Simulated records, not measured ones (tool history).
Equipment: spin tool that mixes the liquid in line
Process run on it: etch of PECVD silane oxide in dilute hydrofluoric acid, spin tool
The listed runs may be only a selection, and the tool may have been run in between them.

run  hour  temperature setpoint of the liquid (K)  parts of water to one part of 49 % hydrofluoric acid (parts by volume)  time under the liquid (s)  thickness taken off the PECVD silane oxide on a monitor wafer (nm)
  1     0                                  297.15                                                                     265                        310                                                              14.418
  2   6.1                                  297.15                                                                     265                        310                                                              14.379
  3  11.6                                  299.65                                                                     265                        310                                                              15.792
  4    13                                  299.65                                                                     355                        310                                                              10.745
  5  18.9                                  301.15                                                                     295                        310                                                              14.233
  6  26.6                                  301.15                                                                     295                        310                                                              14.331

Forecast run 7:
     33.9  -- thermometer replaced
  7  33.9                                  302.15                                                                     245                        310                                                                   ?

Run 7 gave thickness taken off the PECVD silane oxide on a monitor wafer (nm) 17.743.
